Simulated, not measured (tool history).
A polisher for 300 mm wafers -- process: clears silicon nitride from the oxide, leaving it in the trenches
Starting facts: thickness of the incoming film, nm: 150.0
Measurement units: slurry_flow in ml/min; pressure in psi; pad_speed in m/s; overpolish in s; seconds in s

{"run": 1, "day": 0.0, "slurry_flow": 210, "pressure": 2.9, "pad_speed": 1.28, "overpolish": 14, "seconds": 130.79}
{"run": 2, "day": 0.062, "slurry_flow": 210, "pressure": 2.6, "pad_speed": 1.24, "overpolish": 14, "seconds": 148.29}
{"run": 3, "day": 0.142, "slurry_flow": 210, "pressure": 2.6, "pad_speed": 1.38, "overpolish": 14, "seconds": 132.55}
{"run": 4, "day": 0.512, "slurry_flow": 205, "pressure": 2.3, "pad_speed": 1.32, "overpolish": 14, "seconds": 155.28}
{"run": 5, "day": 0.704, "slurry_flow": 200, "pressure": 2.1, "pad_speed": 1.28, "overpolish": 14, "seconds": 175.43}
{"run": 6, "day": 0.738, "slurry_flow": 200, "pressure": 2.1, "pad_speed": 1.28, "overpolish": 15, "seconds": 171.92}
{"run": 7, "day": 1.108, "slurry_flow": 195, "pressure": 1.9, "pad_speed": 1.24, "overpolish": 15, "seconds": 195.98}

Run 8, settings as shown, results not yet in. Your forecast:
{"run": 8, "day": 1.442, "slurry_flow": 195, "pressure": 1.9, "pad_speed": 1.24, "overpolish": 15, "seconds": "?"}

seconds: 197.49 s
